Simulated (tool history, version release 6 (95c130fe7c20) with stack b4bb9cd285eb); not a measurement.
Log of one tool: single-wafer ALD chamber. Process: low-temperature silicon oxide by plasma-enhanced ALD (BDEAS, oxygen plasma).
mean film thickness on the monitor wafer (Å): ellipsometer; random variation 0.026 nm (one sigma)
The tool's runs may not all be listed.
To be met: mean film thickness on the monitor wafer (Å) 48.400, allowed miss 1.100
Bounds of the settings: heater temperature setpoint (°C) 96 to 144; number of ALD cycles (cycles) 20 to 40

run,day,heater temperature setpoint (°C),number of ALD cycles (cycles),mean film thickness on the monitor wafer (Å)
1,0.000,120,30,40.244
2,0.058,120,32,43.479
3,0.262,126,32,42.372
4,0.329,122,32,42.963
5,0.371,122,34,45.802
6,0.583,129,34,45.185
7,0.808,128,34,44.799
8,1.000,127,34,45.002
9,1.046,126,34,45.248
10,1.408,125,34,45.235
11,1.754,124,34,45.556
12,1.900,123,34,45.428
13,1.946,122,34,45.513
14,2.246,121,35,47.096
15,2.579,120,35,47.567

Which of these 5 next moves meets every target?
A,2.912,118,34,?
B,2.912,125,33,?
C,2.912,122,34,?
D,2.912,107,35,?
E,2.912,112,34,?

move,mean film thickness on the monitor wafer (Å)
A,45.790
B,43.827
C,45.427
D,48.165
E,46.335
A: further off than the last run
B: further off than the last run
C: further off than the last run
D: meets every target
E: further off than the last run
Move D is the one to make.
